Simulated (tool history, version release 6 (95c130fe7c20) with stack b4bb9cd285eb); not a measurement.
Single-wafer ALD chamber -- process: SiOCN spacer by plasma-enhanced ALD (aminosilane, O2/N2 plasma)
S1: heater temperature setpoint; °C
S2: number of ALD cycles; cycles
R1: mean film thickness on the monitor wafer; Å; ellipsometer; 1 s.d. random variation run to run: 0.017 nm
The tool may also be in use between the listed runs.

| run | hour | S1 | S2 | R1 |
|---|---|---|---|---|
| 1 | 0.0 | 420 | 69 | 41.377 |
| 2 | 1.5 | 423 | 67 | 39.484 |
| 3 | 8.0 | 426 | 66 | 38.919 |
| 4 | 11.5 | 431 | 66 | 38.395 |
| 5 | 19.6 | 431 | 70 | 40.714 |
| 6 | 22.6 | 425 | 70 | 41.835 |
| 7 | 26.0 | 427 | 68 | 39.899 |

Run 8 has not been measured yet. What should we expect?
| 8 | 26.7 | 428 | 66 | ? |

{"run 8": {"R1": 38.821}}

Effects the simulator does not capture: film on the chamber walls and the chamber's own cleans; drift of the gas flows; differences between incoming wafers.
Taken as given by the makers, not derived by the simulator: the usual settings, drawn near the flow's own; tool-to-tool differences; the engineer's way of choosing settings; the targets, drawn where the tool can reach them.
